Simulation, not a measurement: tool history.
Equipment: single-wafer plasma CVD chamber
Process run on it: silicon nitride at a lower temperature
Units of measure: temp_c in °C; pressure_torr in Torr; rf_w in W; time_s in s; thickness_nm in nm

run	day	temp_c	pressure_torr	rf_w	time_s	thickness_nm
1	0.000	350	1.38	330	16.5	19.971
2	0.312	350	1.38	285	16.5	18.048
3	0.375	350	1.51	315	16.6	20.269
4	0.658	350	1.63	325	16.6	21.069
5	0.896	350	1.63	370	16.6	23.026
6	1.217	350	1.63	370	16.5	22.942

For run 7, what comes out?
7	1.421	350	1.70	375	16.5	?

thickness_nm: 23.523 nm
